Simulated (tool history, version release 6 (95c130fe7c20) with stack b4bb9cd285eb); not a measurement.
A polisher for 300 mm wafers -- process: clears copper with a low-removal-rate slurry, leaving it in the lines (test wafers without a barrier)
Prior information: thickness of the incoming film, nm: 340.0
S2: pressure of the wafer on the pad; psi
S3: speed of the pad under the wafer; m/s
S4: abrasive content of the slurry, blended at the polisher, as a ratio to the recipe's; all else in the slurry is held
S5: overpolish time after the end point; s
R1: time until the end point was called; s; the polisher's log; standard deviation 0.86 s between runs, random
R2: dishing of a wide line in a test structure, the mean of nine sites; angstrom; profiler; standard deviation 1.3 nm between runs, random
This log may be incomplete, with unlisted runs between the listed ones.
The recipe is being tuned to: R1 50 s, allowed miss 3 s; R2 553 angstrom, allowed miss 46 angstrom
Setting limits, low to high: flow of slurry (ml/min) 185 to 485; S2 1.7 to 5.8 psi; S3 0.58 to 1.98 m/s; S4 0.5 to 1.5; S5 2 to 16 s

{"run": 1, "hour": 0.0, "flow of slurry (ml/min)": 310, "S2": 3.7, "S3": 1.28, "S4": 1, "S5": 8, "R1": 61.636, "R2": 303.01}
{"run": 2, "hour": 3.7, "flow of slurry (ml/min)": 310, "S2": 3.9, "S3": 1.28, "S4": 1, "S5": 9, "R1": 60.241, "R2": 366.6}
{"run": 3, "hour": 6.8, "flow of slurry (ml/min)": 310, "S2": 4.1, "S3": 1.28, "S4": 1, "S5": 9, "R1": 58.371, "R2": 359.48}
{"run": 4, "hour": 7.9, "flow of slurry (ml/min)": 310, "S2": 4.3, "S3": 1.3, "S4": 1, "S5": 10, "R1": 54.988, "R2": 419.84}
{"run": 5, "hour": 11.1, "flow of slurry (ml/min)": 310, "S2": 4.4, "S3": 1.3, "S4": 1, "S5": 11, "R1": 53.585, "R2": 463.87}
{"run": 6, "hour": 14.5, "flow of slurry (ml/min)": 230, "S2": 4.4, "S3": 1.3, "S4": 1, "S5": 11, "R1": 56.624, "R2": 448.09}
{"run": 7, "hour": 21.0, "flow of slurry (ml/min)": 235, "S2": 4.5, "S3": 1.3, "S4": 1, "S5": 11, "R1": 55.06, "R2": 466}
{"run": 8, "hour": 29.8, "flow of slurry (ml/min)": 235, "S2": 4.5, "S3": 1.3, "S4": 1, "S5": 11, "R1": 54.936, "R2": 470.8}
{"run": 9, "hour": 30.8, "flow of slurry (ml/min)": 235, "S2": 4.6, "S3": 1.3, "S4": 1, "S5": 11, "R1": 53.217, "R2": 450.23}
{"run": 10, "hour": 33.6, "flow of slurry (ml/min)": 240, "S2": 4.6, "S3": 1.32, "S4": 1, "S5": 11, "R1": 51.904, "R2": 472.07}

Which of these 5 next moves meets every target?
{"run": "A", "hour": 36.4, "flow of slurry (ml/min)": 225, "S2": 5.7, "S3": 1.26, "S4": 1, "S5": 12, "R1": "?", "R2": "?"}
{"run": "B", "hour": 36.4, "flow of slurry (ml/min)": 225, "S2": 5, "S3": 1.24, "S4": 1, "S5": 9, "R1": "?", "R2": "?"}
{"run": "C", "hour": 36.4, "flow of slurry (ml/min)": 240, "S2": 5.5, "S3": 1.38, "S4": 0.95, "S5": 14, "R1": "?", "R2": "?"}
{"run": "D", "hour": 36.4, "flow of slurry (ml/min)": 275, "S2": 4.4, "S3": 1.46, "S4": 0.9, "S5": 13, "R1": "?", "R2": "?"}
{"run": "E", "hour": 36.4, "flow of slurry (ml/min)": 205, "S2": 4, "S3": 1.54, "S4": 1.2, "S5": 8, "R1": "?", "R2": "?"}

move=A R1=45.381 R2=574.38
move=B R1=51.557 R2=410.65
move=C R1=43.627 R2=661.08
move=D R1=50.468 R2=556.61
move=E R1=49.583 R2=381.81
A: brings the result that was furthest off to its target, and leaves another outside
B: lands further from the targets than the last run did
C: the result that was furthest off in the last run now lies on the other side of its target
D: every result lands within tolerance
E: lands further from the targets than the last run did
The right move is D.
